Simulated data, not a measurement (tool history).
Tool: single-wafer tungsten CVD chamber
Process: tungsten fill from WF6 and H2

| run | day | heater temperature setpoint (deg C) | chamber pressure (Pa) | deposition time (s) | mean film thickness on the monitor wafer (Å) |
|---|---|---|---|---|---|
| 1 | 0.000 | 390 | 6226 | 15.1 | 454.50 |
| 2 | 0.267 | 400 | 6226 | 15.1 | 538.24 |
| 3 | 0.450 | 396 | 6199 | 15.1 | 503.37 |
| 4 | 0.742 | 396 | 5773 | 15.1 | 477.42 |
| 5 | 0.829 | 394 | 5760 | 15.1 | 458.27 |
| 6 | 1.183 | 392 | 5746 | 15.1 | 445.54 |
| 7 | 1.462 | 390 | 5733 | 15.1 | 432.79 |

Forecast run 8:
| 8 | 1.771 | 389 | 5720 | 15.1 | ? |

{"run 8": {"mean film thickness on the monitor wafer (Å)": 417.44}}

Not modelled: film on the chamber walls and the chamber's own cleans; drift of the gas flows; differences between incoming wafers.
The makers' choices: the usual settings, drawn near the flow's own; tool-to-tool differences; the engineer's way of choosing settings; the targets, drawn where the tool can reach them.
